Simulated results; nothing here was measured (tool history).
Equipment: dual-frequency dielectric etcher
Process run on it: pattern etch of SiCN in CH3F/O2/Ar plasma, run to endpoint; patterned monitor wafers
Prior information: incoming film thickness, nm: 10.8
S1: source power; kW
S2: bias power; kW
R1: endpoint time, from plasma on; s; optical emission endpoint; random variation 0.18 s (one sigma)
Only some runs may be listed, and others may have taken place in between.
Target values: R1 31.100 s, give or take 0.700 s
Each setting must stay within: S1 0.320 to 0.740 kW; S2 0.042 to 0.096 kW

{"run": 1, "hour": 0.0, "S1": 0.53, "S2": 0.069, "R1": 25.979}
{"run": 2, "hour": 3.0, "S1": 0.59, "S2": 0.069, "R1": 24.653}
{"run": 3, "hour": 4.0, "S1": 0.54, "S2": 0.067, "R1": 25.863}
{"run": 4, "hour": 11.9, "S1": 0.54, "S2": 0.061, "R1": 26.837}
{"run": 5, "hour": 13.1, "S1": 0.54, "S2": 0.068, "R1": 25.65}
{"run": 6, "hour": 15.9, "S1": 0.5, "S2": 0.066, "R1": 26.993}
{"run": 7, "hour": 23.2, "S1": 0.47, "S2": 0.065, "R1": 27.801}
{"run": 8, "hour": 28.9, "S1": 0.44, "S2": 0.064, "R1": 28.495}
{"run": 9, "hour": 32.6, "S1": 0.42, "S2": 0.063, "R1": 29.306}
{"run": 10, "hour": 41.2, "S1": 0.41, "S2": 0.063, "R1": 29.622}
{"run": 11, "hour": 43.2, "S1": 0.35, "S2": 0.061, "R1": 32.366}
{"run": 12, "hour": 46.8, "S1": 0.36, "S2": 0.061, "R1": 32.1}
{"run": 13, "hour": 55.0, "S1": 0.4, "S2": 0.063, "R1": 30.154}

Of the 5 settings listed for the next run, only one would bring every result within its allowed miss of target. Which one?
{"run": "A", "hour": 63.2, "S1": 0.4, "S2": 0.068, "R1": "?"}
{"run": "B", "hour": 63.2, "S1": 0.44, "S2": 0.059, "R1": "?"}
{"run": "C", "hour": 63.2, "S1": 0.39, "S2": 0.059, "R1": "?"}
{"run": "D", "hour": 63.2, "S1": 0.35, "S2": 0.075, "R1": "?"}
{"run": "E", "hour": 63.2, "S1": 0.42, "S2": 0.063, "R1": "?"}

move=A R1=29.093
move=B R1=29.537
move=C R1=31.122
move=D R1=29.621
move=E R1=29.368
A: the biggest miss grows against the last run
B: the biggest miss grows against the last run
C: in spec on every target
D: the biggest miss grows against the last run
E: the biggest miss grows against the last run
The right move is C.

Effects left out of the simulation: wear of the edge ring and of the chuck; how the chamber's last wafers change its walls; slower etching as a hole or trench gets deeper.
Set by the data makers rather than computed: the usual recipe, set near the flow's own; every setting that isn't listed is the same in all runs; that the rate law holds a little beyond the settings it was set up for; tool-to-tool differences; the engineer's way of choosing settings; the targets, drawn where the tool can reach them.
